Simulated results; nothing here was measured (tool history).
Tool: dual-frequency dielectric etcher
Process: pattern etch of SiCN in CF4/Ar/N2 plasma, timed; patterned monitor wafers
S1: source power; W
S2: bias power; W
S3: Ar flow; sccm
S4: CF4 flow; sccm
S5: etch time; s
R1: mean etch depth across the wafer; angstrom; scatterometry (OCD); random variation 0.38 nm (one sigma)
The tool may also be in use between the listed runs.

run 1 hour=0 | S1=520 S2=83 S3=109 S4=57 S5=74 | R1=680.83
run 2 hour=1 | S1=500 S2=83 S3=109 S4=57 S5=74 | R1=656.74
run 3 hour=6.4 | S1=500 S2=83 S3=109 S4=63 S5=74 | R1=671.47
run 4 hour=11.8 | S1=490 S2=83 S3=109 S4=63 S5=74 | R1=658.91
run 5 hour=16.7 | S1=480 S2=83 S3=109 S4=63 S5=74 | R1=650.96
run 6 hour=20.3 | S1=470 S2=83 S3=109 S4=63 S5=74 | R1=639.91
run 7 hour=25.4 | S1=460 S2=83 S3=109 S4=63 S5=74 | R1=625.82

Run 8 comes next. What will it give?
run 8 hour=27.1 | S1=450 S2=83 S3=109 S4=63 S5=74 | R1=?

Run 8 gave R1 615.34 angstrom.
